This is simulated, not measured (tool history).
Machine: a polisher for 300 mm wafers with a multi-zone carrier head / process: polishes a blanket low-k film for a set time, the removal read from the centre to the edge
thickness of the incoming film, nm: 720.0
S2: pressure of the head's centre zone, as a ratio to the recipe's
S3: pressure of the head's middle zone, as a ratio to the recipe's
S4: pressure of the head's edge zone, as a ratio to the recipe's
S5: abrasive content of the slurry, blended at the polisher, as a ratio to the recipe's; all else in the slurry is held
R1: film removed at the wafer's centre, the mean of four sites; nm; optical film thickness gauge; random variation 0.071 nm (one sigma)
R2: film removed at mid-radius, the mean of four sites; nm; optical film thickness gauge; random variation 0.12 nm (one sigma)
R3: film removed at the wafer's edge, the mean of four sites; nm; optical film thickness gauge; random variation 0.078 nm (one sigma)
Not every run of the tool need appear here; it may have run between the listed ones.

Run 1, day 0: flow of slurry (ml/min) 205, S2 1, S3 1, S4 1, S5 1, polishing time (s) 32. Result: R1 11.282 nm, R2 11.462 nm, R3 11.28 nm.
Run 2, day 0.208: flow of slurry (ml/min) 240, S2 1, S3 1, S4 1, S5 1, polishing time (s) 32. Result: R1 11.345 nm, R2 11.731 nm, R3 11.229 nm.
Run 3, day 0.304: flow of slurry (ml/min) 245, S2 1, S3 1, S4 0.97, S5 0.85, polishing time (s) 31. Result: R1 10.22 nm, R2 10.347 nm, R3 10.25 nm.
Run 4, day 0.492: flow of slurry (ml/min) 255, S2 1.02, S3 1.04, S4 0.94, S5 0.75, polishing time (s) 29. Result: R1 9.2903 nm, R2 9.5137 nm, R3 8.8956 nm.
Run 5, day 0.562: flow of slurry (ml/min) 255, S2 1.02, S3 1.04, S4 0.94, S5 0.75, polishing time (s) 35. Result: R1 11.23 nm, R2 11.675 nm, R3 10.685 nm.
Run 6, day 0.638: flow of slurry (ml/min) 255, S2 1.02, S3 1.04, S4 0.94, S5 0.95, polishing time (s) 35. Result: R1 12.45 nm, R2 13.069 nm, R3 11.847 nm.
Run 7, day 0.95: flow of slurry (ml/min) 255, S2 1.02, S3 1.05, S4 0.92, S5 0.8, polishing time (s) 33. Result: R1 11.057 nm, R2 11.301 nm, R3 10.41 nm.
Run 8, day 1.254: flow of slurry (ml/min) 255, S2 1.02, S3 1.07, S4 0.92, S5 0.7, polishing time (s) 31. Result: R1 9.4433 nm, R2 10.017 nm, R3 8.9401 nm.
Run 9, day 1.608: flow of slurry (ml/min) 240, S2 1.02, S3 1.07, S4 0.9, S5 0.65, polishing time (s) 31. Result: R1 9.0847 nm, R2 9.452 nm, R3 8.5143 nm.
Run 10, day 1.929: flow of slurry (ml/min) 215, S2 1.01, S3 1.07, S4 0.88, S5 0.65, polishing time (s) 31. Result: R1 8.9367 nm, R2 9.7933 nm, R3 8.3787 nm.
Run 11, day 2.146: flow of slurry (ml/min) 215, S2 1.01, S3 1.05, S4 0.87, S5 0.6, polishing time (s) 31. Result: R1 8.5018 nm, R2 8.8449 nm, R3 8.0009 nm.
Run 12, day 2.317: flow of slurry (ml/min) 200, S2 1.01, S3 1.05, S4 0.85, S5 0.6, polishing time (s) 31. Result: R1 8.3444 nm, R2 8.9353 nm, R3 7.9352 nm.
Run 13, day 2.625: flow of slurry (ml/min) 195, S2 1.02, S3 1.04, S4 0.84, S5 0.6, polishing time (s) 31. Result: R1 8.5296 nm, R2 8.6171 nm, R3 7.8191 nm.
Run 14, day 2.838: flow of slurry (ml/min) 185, S2 1.01, S3 1.04, S4 0.83, S5 0.6, polishing time (s) 31. Result: R1 8.4334 nm, R2 8.7095 nm, R3 7.6026 nm.
Run 15, day 2.892: flow of slurry (ml/min) 180, S2 1, S3 1.03, S4 0.83, S5 0.6, polishing time (s) 31. Result: R1 8.1976 nm, R2 8.6321 nm, R3 7.7067 nm.
Run 16, day 3.175: flow of slurry (ml/min) 175, S2 1, S3 1.03, S4 0.82, S5 0.6, polishing time (s) 31. Result: R1 8.2878 nm, R2 8.7618 nm, R3 7.6988 nm.
Run 17, day 3.212: flow of slurry (ml/min) 170, S2 1, S3 1.02, S4 0.82, S5 0.6, polishing time (s) 31. Result: R1 8.1725 nm, R2 8.4569 nm, R3 7.6485 nm.
Run 18, day 3.462: flow of slurry (ml/min) 155, S2 1, S3 1.03, S4 0.81, S5 0.55, polishing time (s) 31. Result: R1 7.7372 nm, R2 8.1593 nm, R3 7.1036 nm.
Run 19, day 3.546: flow of slurry (ml/min) 155, S2 1, S3 1.03, S4 0.81, S5 0.55, polishing time (s) 31. Result: R1 7.7499 nm, R2 7.8909 nm, R3 7.2326 nm.

For run 20, what comes out?
At day 3.638: worn pad replaced by a new one.
Run 20, day 3.638: flow of slurry (ml/min) 175, S2 1.01, S3 1.06, S4 0.82, S5 0.55, polishing time (s) 31. Result: R1 ?, R2 ?, R3 ?.

R1: 8.9567 nm
R2: 9.3649 nm
R3: 8.2221 nm
